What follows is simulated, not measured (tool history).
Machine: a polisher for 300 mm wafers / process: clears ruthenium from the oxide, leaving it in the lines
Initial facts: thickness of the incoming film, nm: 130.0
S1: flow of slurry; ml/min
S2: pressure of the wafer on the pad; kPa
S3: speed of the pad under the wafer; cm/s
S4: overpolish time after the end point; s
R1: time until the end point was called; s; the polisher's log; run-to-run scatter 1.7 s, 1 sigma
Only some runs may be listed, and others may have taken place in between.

{"run": 1, "hour": 0.0, "S1": 295, "S2": 12.4, "S3": 116, "S4": 24, "R1": 116.78}
{"run": 2, "hour": 2.4, "S1": 295, "S2": 14.5, "S3": 116, "S4": 24, "R1": 101.63}
{"run": 3, "hour": 11.1, "S1": 295, "S2": 13.1, "S3": 116, "S4": 24, "R1": 110.1}
{"run": 4, "hour": 16.2, "S1": 295, "S2": 10.3, "S3": 116, "S4": 24, "R1": 140.36}
{"run": 5, "hour": 21.2, "S1": 295, "S2": 13.1, "S3": 116, "S4": 24, "R1": 111.31}
{"run": 6, "hour": 28.8, "S1": 295, "S2": 13.1, "S3": 126, "S4": 24, "R1": 101.76}
{"run": 7, "hour": 29.8, "S1": 295, "S2": 11.7, "S3": 126, "S4": 24, "R1": 114.65}

What will run 8 give?
{"run": 8, "hour": 36.2, "S1": 295, "S2": 11.7, "S3": 126, "S4": 24, "R1": "?"}

R1: 115.02 s

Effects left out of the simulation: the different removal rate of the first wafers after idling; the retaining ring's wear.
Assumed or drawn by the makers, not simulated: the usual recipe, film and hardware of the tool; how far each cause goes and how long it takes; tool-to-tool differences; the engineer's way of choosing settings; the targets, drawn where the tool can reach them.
